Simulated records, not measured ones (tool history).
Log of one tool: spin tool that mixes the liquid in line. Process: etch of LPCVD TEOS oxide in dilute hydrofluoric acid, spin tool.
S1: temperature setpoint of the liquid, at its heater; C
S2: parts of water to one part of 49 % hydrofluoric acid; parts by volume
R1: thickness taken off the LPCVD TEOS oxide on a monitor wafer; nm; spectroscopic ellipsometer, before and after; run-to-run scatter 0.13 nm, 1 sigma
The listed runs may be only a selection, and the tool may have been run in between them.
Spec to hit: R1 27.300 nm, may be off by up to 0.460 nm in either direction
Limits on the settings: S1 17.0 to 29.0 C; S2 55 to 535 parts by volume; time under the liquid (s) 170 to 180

run 1 hour=0.0 | S1=21.0 S2=295 time_under_the_liquid_(s)=170 | R1=21.729
run 2 hour=8.6 | S1=23.0 S2=295 time_under_the_liquid_(s)=170 | R1=23.395
run 3 hour=10.2 | S1=23.0 S2=295 time_under_the_liquid_(s)=180 | R1=24.646
run 4 hour=11.5 | S1=24.5 S2=295 time_under_the_liquid_(s)=180 | R1=25.755
run 5 hour=20.3 | S1=24.5 S2=360 time_under_the_liquid_(s)=180 | R1=20.080
run 6 hour=21.6 | S1=26.0 S2=345 time_under_the_liquid_(s)=180 | R1=22.198
run 7 hour=27.7 | S1=26.0 S2=345 time_under_the_liquid_(s)=180 | R1=22.353
run 8 hour=34.3 | S1=27.0 S2=335 time_under_the_liquid_(s)=180 | R1=24.016
run 9 hour=35.6 | S1=27.5 S2=330 time_under_the_liquid_(s)=180 | R1=24.984
run 10 hour=37.2 | S1=27.5 S2=330 time_under_the_liquid_(s)=180 | R1=25.006
run 11 hour=40.5 | S1=28.0 S2=325 time_under_the_liquid_(s)=180 | R1=25.783
run 12 hour=46.1 | S1=28.5 S2=325 time_under_the_liquid_(s)=180 | R1=26.117

Exercise: of the 5 proposed moves below, exactly one satisfies all targets within the stated allowed misses. Which move is it?
run A hour=51.7 | S1=28.0 S2=325 time_under_the_liquid_(s)=175 | R1=?
run B hour=51.7 | S1=27.0 S2=305 time_under_the_liquid_(s)=180 | R1=?
run C hour=51.7 | S1=28.5 S2=345 time_under_the_liquid_(s)=180 | R1=?
run D hour=51.7 | S1=29.0 S2=330 time_under_the_liquid_(s)=180 | R1=?
run E hour=51.7 | S1=28.5 S2=315 time_under_the_liquid_(s)=170 | R1=?

move=A R1=25.107
move=B R1=27.181
move=C R1=24.219
move=D R1=26.130
move=E R1=25.844
A: further off than the last run
B: every result within its allowed miss
C: further off than the last run
D: about as far from the targets as the last run
E: further off than the last run
Move B is the one to make.
